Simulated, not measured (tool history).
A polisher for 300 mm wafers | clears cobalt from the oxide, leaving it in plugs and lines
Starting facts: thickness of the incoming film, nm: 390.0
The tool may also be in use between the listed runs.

run  hour  flow of slurry (ml/min)  pressure of the wafer on the pad (kPa)  speed of the pad under the wafer (cm/s)  overpolish time after the end point (s)  time until the end point was called (s)  dishing of a wide line in a test structure (angstrom)
  1     0                      205                                    13.8                                       80                                       13                                   102.48                                                  330.6
  2   2.2                      205                                    13.8                                       80                                       10                                   100.78                                                 274.09
  3   7.3                      205                                      11                                       80                                       10                                   125.04                                                 240.67
  4     8                      205                                     8.3                                       80                                       10                                   157.38                                                 197.79
  5  16.9                      205                                     6.2                                       80                                       10                                   196.36                                                 164.49
  6  23.5                      205                                       9                                       80                                       10                                   146.82                                                 215.97
  7  28.2                      210                                     9.7                                       84                                        8                                   132.35                                                  190.6

Run 8 is up next; what results do you expect?
  8  30.6                      215                                    10.3                                       84                                        7                                        ?                                                      ?

{"run 8": {"time until the end point was called (s)": 122.09, "dishing of a wide line in a test structure (angstrom)": 180.47}}
